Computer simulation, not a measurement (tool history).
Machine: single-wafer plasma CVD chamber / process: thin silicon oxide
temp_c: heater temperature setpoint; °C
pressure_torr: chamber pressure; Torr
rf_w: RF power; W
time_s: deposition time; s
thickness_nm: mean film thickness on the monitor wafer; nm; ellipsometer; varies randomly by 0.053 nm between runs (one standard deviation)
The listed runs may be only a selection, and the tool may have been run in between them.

Run 1, hour 0: temp_c 395 °C, pressure_torr 0.562 Torr, rf_w 345 W, time_s 8.1 s. Result: thickness_nm 11.064 nm.
Run 2, hour 5.8: temp_c 395 °C, pressure_torr 0.546 Torr, rf_w 345 W, time_s 8.1 s. Result: thickness_nm 10.83 nm.
Run 3, hour 8.8: temp_c 395 °C, pressure_torr 0.546 Torr, rf_w 345 W, time_s 8.1 s. Result: thickness_nm 10.66 nm.
Run 4, hour 17.5: temp_c 395 °C, pressure_torr 0.535 Torr, rf_w 345 W, time_s 8.1 s. Result: thickness_nm 10.495 nm.
Run 5, hour 24.4: temp_c 395 °C, pressure_torr 0.455 Torr, rf_w 345 W, time_s 8.1 s. Result: thickness_nm 9.1273 nm.
Run 6, hour 26.9: temp_c 395 °C, pressure_torr 0.464 Torr, rf_w 345 W, time_s 8.1 s. Result: thickness_nm 9.2899 nm.
Run 7, hour 32.5: temp_c 395 °C, pressure_torr 0.471 Torr, rf_w 345 W, time_s 8.1 s. Result: thickness_nm 9.3725 nm.

The next listed run, before its measurement:
Run 8, hour 38.2: temp_c 395 °C, pressure_torr 0.476 Torr, rf_w 345 W, time_s 8.1 s. Result: thickness_nm ?.

Run 8 came out at thickness_nm 9.4587 nm.
